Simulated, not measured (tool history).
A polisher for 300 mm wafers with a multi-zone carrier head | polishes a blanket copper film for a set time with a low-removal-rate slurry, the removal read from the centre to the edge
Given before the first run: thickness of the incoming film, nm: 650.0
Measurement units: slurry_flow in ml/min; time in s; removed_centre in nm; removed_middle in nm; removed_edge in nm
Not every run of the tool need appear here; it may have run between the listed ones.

run 1 hour=0.0 | slurry_flow=135 centre_zone=1.00 middle_zone=1.00 edge_zone=1.00 slurry_solids=1.00 time=39 | removed_centre=91.301 removed_middle=87.255 removed_edge=89.444
run 2 hour=5.6 | slurry_flow=135 centre_zone=0.96 middle_zone=1.00 edge_zone=1.00 slurry_solids=1.00 time=39 | removed_centre=86.966 removed_middle=88.172 removed_edge=90.085
run 3 hour=9.2 | slurry_flow=125 centre_zone=0.93 middle_zone=1.02 edge_zone=0.95 slurry_solids=0.95 time=39 | removed_centre=81.871 removed_middle=85.011 removed_edge=85.790
run 4 hour=15.6 | slurry_flow=125 centre_zone=0.93 middle_zone=1.02 edge_zone=0.95 slurry_solids=0.80 time=39 | removed_centre=79.006 removed_middle=83.415 removed_edge=82.727
run 5 hour=18.2 | slurry_flow=125 centre_zone=0.86 middle_zone=1.02 edge_zone=0.95 slurry_solids=0.80 time=39 | removed_centre=73.944 removed_middle=82.841 removed_edge=82.998
run 6 hour=19.7 | slurry_flow=125 centre_zone=0.91 middle_zone=1.02 edge_zone=0.95 slurry_solids=0.80 time=39 | removed_centre=77.258 removed_middle=81.975 removed_edge=82.425
run 7 hour=22.8 | slurry_flow=125 centre_zone=0.89 middle_zone=1.05 edge_zone=0.92 slurry_solids=0.75 time=39 | removed_centre=75.029 removed_middle=82.132 removed_edge=79.182

Run 8 is up next; what results do you expect?
run 8 hour=29.4 | slurry_flow=125 centre_zone=0.87 middle_zone=1.07 edge_zone=0.92 slurry_solids=0.75 time=39 | removed_centre=? removed_middle=? removed_edge=?

Run 8 produced removed_centre 71.393 nm, removed_middle 83.906 nm, removed_edge 81.283 nm.
